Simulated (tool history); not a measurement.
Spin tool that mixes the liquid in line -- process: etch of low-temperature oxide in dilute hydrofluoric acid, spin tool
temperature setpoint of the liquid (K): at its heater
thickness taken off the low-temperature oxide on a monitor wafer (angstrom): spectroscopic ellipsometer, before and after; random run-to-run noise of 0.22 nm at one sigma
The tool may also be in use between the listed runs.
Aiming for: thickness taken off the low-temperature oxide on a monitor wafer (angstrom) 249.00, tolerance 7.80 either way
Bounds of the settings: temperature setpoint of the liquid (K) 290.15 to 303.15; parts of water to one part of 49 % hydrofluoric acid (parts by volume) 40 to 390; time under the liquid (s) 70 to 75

run,hour,temperature setpoint of the liquid (K),parts of water to one part of 49 % hydrofluoric acid (parts by volume),time under the liquid (s),thickness taken off the low-temperature oxide on a monitor wafer (angstrom)
1,0.0,295.15,215,70,91.68
2,4.3,298.15,215,70,102.79
3,6.8,300.15,215,70,111.43
4,14.4,300.65,200,70,122.16
5,20.0,300.65,230,70,102.88
6,23.5,300.65,255,70,90.75
7,26.4,300.65,235,70,100.32
8,34.1,300.65,220,70,109.98
9,35.4,303.15,130,70,224.04
10,37.9,303.15,130,70,228.99
11,42.7,303.15,125,70,233.44

Exercise: of the 4 proposed moves below, exactly one satisfies all targets within the stated allowed misses. Which move is it?
A,47.5,299.15,120,75,?
B,47.5,299.65,120,75,?
C,47.5,300.65,110,70,?
D,47.5,303.15,135,75,?

move,thickness taken off the low-temperature oxide on a monitor wafer (angstrom)
A,229.61
B,234.04
C,250.75
D,232.43
A: moves away from the targets compared with the last run
B: no better and no worse than the last run
C: all results in spec
D: moves away from the targets compared with the last run
The right move is C.
